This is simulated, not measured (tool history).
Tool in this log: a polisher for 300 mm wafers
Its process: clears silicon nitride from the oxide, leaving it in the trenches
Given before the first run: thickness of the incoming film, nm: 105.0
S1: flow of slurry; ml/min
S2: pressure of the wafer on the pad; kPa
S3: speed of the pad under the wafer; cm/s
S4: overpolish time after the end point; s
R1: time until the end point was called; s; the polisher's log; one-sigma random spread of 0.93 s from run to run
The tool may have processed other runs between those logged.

Run 1, hour 0: S1 190 ml/min, S2 15.9 kPa, S3 94 cm/s, S4 46 s. Result: R1 141.33 s.
Run 2, hour 6.8: S1 190 ml/min, S2 15.9 kPa, S3 94 cm/s, S4 46 s. Result: R1 138.86 s.
Run 3, hour 12.9: S1 190 ml/min, S2 15.9 kPa, S3 116 cm/s, S4 46 s. Result: R1 114.32 s.
Run 4, hour 21.8: S1 190 ml/min, S2 17.2 kPa, S3 116 cm/s, S4 46 s. Result: R1 110.86 s.
Run 5, hour 24.7: S1 190 ml/min, S2 15.9 kPa, S3 116 cm/s, S4 46 s. Result: R1 114.62 s.
At hour 25.7: head pressure recalibrated.
Run 6, hour 25.7: S1 190 ml/min, S2 15.9 kPa, S3 116 cm/s, S4 50 s. Result: R1 110.2 s.
Run 7, hour 31.3: S1 190 ml/min, S2 15.9 kPa, S3 116 cm/s, S4 50 s. Result: R1 107.27 s.

What will run 8 give?
Run 8, hour 34: S1 190 ml/min, S2 17.9 kPa, S3 118 cm/s, S4 50 s. Result: R1 ?.

R1: 97.783 s
